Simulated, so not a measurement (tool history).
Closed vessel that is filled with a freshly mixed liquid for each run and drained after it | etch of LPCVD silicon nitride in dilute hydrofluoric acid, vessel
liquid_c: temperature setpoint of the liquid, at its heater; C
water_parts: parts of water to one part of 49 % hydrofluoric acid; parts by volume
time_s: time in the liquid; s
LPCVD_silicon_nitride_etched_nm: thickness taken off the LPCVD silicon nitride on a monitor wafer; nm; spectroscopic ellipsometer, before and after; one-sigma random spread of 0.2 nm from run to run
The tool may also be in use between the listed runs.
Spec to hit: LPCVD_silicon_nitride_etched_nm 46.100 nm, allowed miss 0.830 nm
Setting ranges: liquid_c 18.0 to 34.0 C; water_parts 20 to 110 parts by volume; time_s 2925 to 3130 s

run	hour	liquid_c	water_parts	time_s	LPCVD_silicon_nitride_etched_nm
1	0.0	26.0	60	2925	27.701
2	0.7	27.0	60	2925	29.947
3	7.4	27.0	40	2925	44.277
4	10.6	25.5	40	2925	40.089
5	14.3	26.0	40	2925	41.537
6	20.1	26.0	60	2925	27.625
7	24.0	27.0	60	2925	29.636
8	28.9	28.0	60	2925	31.740
9	33.8	29.0	60	2925	34.056
10	40.1	29.5	60	2925	34.839
11	43.1	30.0	60	2925	35.716
12	47.1	30.5	60	2925	37.081
13	49.6	31.0	60	2925	38.372
14	54.7	31.0	60	2925	38.429
15	63.5	31.5	60	2925	39.759

Pick the move, out of 4, that brings all results within their allowed miss; only one does.
A	72.3	34.0	60	3090	?
B	72.3	30.5	50	3050	?
C	72.3	29.5	60	2925	?
D	72.3	33.0	75	2925	?

move	LPCVD_silicon_nitride_etched_nm
A	48.791
B	46.288
C	34.741
D	34.681
A: takes the result that was furthest off past its target
B: in spec on every target
C: the biggest miss grows against the last run
D: the biggest miss grows against the last run
Correct choice: B, which meets every target

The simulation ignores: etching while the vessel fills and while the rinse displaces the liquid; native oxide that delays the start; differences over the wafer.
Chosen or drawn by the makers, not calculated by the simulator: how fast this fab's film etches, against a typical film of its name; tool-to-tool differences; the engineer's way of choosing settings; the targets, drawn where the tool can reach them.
